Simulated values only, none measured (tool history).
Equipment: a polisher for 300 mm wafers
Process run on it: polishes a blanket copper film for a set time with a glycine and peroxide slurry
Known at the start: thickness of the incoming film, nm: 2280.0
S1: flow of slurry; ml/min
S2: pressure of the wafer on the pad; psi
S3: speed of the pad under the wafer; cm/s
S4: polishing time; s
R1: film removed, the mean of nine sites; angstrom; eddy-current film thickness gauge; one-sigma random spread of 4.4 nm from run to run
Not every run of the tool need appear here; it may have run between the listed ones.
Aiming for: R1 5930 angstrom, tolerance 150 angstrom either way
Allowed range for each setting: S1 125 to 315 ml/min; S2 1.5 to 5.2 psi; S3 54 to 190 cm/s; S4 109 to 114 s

| run | hour | S1 | S2 | S3 | S4 | R1 |
|---|---|---|---|---|---|---|
| 1 | 0 | 205 | 3.3 | 122 | 109 | 8541.4 |
| 2 | 1 | 200 | 3 | 122 | 109 | 7812.2 |
| 3 | 9.8 | 235 | 3 | 122 | 109 | 7965.7 |
| 4 | 12.5 | 230 | 2.7 | 122 | 109 | 7314.7 |
| 5 | 20.8 | 225 | 2.5 | 122 | 109 | 6878.6 |
| 6 | 22.6 | 225 | 2.5 | 122 | 114 | 7099.3 |
| 7 | 31 | 225 | 2.5 | 122 | 114 | 7066 |
| 8 | 38.2 | 220 | 2.4 | 122 | 114 | 6814.6 |
| 9 | 45.8 | 210 | 2.3 | 122 | 114 | 6611.3 |

Which of these 5 next moves meets every target?
| A | 53.4 | 195 | 2.1 | 118 | 109 | ? |
| B | 53.4 | 235 | 2.7 | 126 | 110 | ? |
| C | 53.4 | 230 | 2.6 | 96 | 113 | ? |
| D | 53.4 | 210 | 2.4 | 134 | 114 | ? |
| E | 53.4 | 210 | 2.1 | 152 | 111 | ? |

| move | R1 |
|---|---|
| A | 5561.5 |
| B | 7461.3 |
| C | 5912.6 |
| D | 7279.8 |
| E | 7043.5 |
A: carries the result that was furthest off beyond its target, to the other side
B: lands further from the targets than the last run did
C: every result lands within tolerance
D: lands further from the targets than the last run did
E: lands further from the targets than the last run did
Move C is the one to make.

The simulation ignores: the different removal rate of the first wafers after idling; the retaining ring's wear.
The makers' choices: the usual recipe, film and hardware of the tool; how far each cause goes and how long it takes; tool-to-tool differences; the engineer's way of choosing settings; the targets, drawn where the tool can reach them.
